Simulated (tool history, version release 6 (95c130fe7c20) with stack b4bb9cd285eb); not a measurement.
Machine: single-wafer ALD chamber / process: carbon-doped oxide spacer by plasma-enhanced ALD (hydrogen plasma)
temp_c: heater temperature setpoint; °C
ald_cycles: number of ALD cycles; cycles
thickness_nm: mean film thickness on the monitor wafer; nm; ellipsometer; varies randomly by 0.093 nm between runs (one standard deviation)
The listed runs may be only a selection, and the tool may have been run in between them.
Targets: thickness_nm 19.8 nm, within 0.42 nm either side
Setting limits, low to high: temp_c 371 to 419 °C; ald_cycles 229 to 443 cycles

run,hour,temp_c,ald_cycles,thickness_nm
1,0,395,336,16.275
2,7.6,395,355,17.267
3,10.6,387,355,17.255
4,17.5,383,355,17.234
5,21.8,383,368,17.936
6,27.3,388,368,17.989
7,28.7,388,377,18.185
8,34.4,388,387,18.849
9,37,388,387,18.802
10,42.9,388,393,19.127
11,51.2,388,393,19.074
12,56.1,388,397,19.426

Below are 4 possible settings for the next run. Only one of them brings all results inside the allowed miss of their targets. Which is it?
A,61,395,405,?
B,61,388,381,?
C,61,387,390,?
D,61,391,388,?

move,thickness_nm
A,19.859
B,18.682
C,19.123
D,19.025
A: meets every target
B: moves away from the targets compared with the last run
C: moves away from the targets compared with the last run
D: moves away from the targets compared with the last run
A meets every target.
